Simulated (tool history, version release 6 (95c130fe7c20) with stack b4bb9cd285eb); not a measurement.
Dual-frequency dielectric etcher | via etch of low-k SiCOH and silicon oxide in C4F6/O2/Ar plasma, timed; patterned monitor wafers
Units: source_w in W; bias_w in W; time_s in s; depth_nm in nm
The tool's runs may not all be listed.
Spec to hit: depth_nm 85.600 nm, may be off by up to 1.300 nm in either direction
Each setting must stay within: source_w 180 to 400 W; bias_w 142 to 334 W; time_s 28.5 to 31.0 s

| run | day | source_w | bias_w | time_s | depth_nm |
|---|---|---|---|---|---|
| 1 | 0.000 | 290 | 238 | 31.0 | 72.298 |
| 2 | 0.079 | 270 | 238 | 31.0 | 69.575 |
| 3 | 0.212 | 270 | 238 | 28.5 | 64.180 |
| 4 | 0.362 | 270 | 238 | 28.5 | 64.181 |
| 5 | 0.671 | 220 | 238 | 28.5 | 58.818 |
| 6 | 0.733 | 280 | 249 | 28.5 | 66.773 |
| 7 | 0.846 | 340 | 284 | 29.0 | 79.273 |
|  | 1.212 | wet clean of the chamber |
| 8 | 1.212 | 390 | 288 | 29.0 | 87.949 |
| 9 | 1.496 | 380 | 287 | 29.0 | 87.140 |

Which of these 4 next moves meets every target?
| A | 1.779 | 300 | 334 | 29.0 | ? |
| B | 1.779 | 370 | 286 | 30.5 | ? |
| C | 1.779 | 390 | 286 | 29.5 | ? |
| D | 1.779 | 350 | 319 | 29.0 | ? |

| move | depth_nm |
|---|---|
| A | 85.055 |
| B | 90.316 |
| C | 89.301 |
| D | 88.681 |
A: all results in spec
B: the biggest miss grows against the last run
C: the biggest miss grows against the last run
D: the biggest miss grows against the last run
Correct choice: A, which meets every target
